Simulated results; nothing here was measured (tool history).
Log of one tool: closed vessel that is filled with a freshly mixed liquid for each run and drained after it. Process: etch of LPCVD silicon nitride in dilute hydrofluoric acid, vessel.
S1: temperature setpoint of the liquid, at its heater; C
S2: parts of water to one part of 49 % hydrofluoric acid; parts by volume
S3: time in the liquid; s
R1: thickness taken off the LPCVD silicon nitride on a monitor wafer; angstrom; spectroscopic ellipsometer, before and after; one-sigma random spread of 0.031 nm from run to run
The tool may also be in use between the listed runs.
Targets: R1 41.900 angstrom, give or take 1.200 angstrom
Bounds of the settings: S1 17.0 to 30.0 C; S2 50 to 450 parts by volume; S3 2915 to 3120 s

run  hour    S1   S2    S3      R1
  1   0.0  22.0  250  2915  52.559
  2   6.6  22.0  295  2915  45.865
  3   8.7  22.0  295  2915  45.334
  4  16.3  22.0  295  3120  48.613
  5  18.1  21.5  295  3120  47.940
  6  22.9  23.0  295  3120  51.627
  7  25.4  22.0  295  3120  48.462
  8  28.1  21.5  295  3120  46.368
  9  30.2  21.0  295  3120  45.364
 10  31.7  20.5  295  3120  44.940

Pick the move, out of 5, that brings all results within their allowed miss; only one does.
  A  33.2  22.0  280  2915   ?
  B  33.2  21.0  265  2915   ?
  C  33.2  21.5  295  2915   ?
  D  33.2  19.5  260  3120   ?
  E  33.2  22.0  335  3040   ?

move      R1
   A  48.069
   B  47.620
   C  44.271
   D  47.159
   E  42.064
A: misses by more than the last run did
B: misses by more than the last run did
C: closer than the last run, but not yet in spec
D: misses by more than the last run did
E: in spec on every target
The right move is E.
